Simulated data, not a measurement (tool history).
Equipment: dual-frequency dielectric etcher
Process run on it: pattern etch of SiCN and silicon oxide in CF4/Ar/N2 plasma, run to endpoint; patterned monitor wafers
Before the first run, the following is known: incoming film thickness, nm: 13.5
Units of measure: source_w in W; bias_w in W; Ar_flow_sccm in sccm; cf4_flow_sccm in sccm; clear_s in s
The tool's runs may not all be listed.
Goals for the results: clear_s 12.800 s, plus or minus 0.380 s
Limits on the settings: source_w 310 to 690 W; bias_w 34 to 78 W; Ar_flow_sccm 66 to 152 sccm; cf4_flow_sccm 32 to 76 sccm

run,hour,source_w,bias_w,Ar_flow_sccm,cf4_flow_sccm,clear_s
1,0.0,500,56,109,54,16.406
2,6.2,500,56,109,58,16.299
3,9.3,500,56,120,58,16.643
4,13.7,500,64,120,58,16.048
5,20.0,500,74,120,58,15.307
6,20.5,510,74,120,58,15.110
7,25.7,520,74,120,58,14.699
8,29.5,530,74,120,58,14.577
9,37.5,540,74,120,58,14.309
10,40.3,550,74,120,58,14.042
11,40.9,560,74,120,58,13.931
12,49.5,570,74,120,58,13.678
13,56.3,590,75,120,58,13.195

Next run, 4 choices. One meets every target within its allowed miss, the rest don't. Which?
A,63.1,590,74,141,56,?
B,63.1,580,72,118,57,?
C,63.1,630,73,119,53,?
D,63.1,530,75,100,65,?

move,clear_s
A,13.873
B,13.610
C,12.806
D,13.712
A: its largest miss is bigger than the last run's
B: its largest miss is bigger than the last run's
C: each result inside its tolerance
D: its largest miss is bigger than the last run's
C is the move that brings every result within its allowed miss.
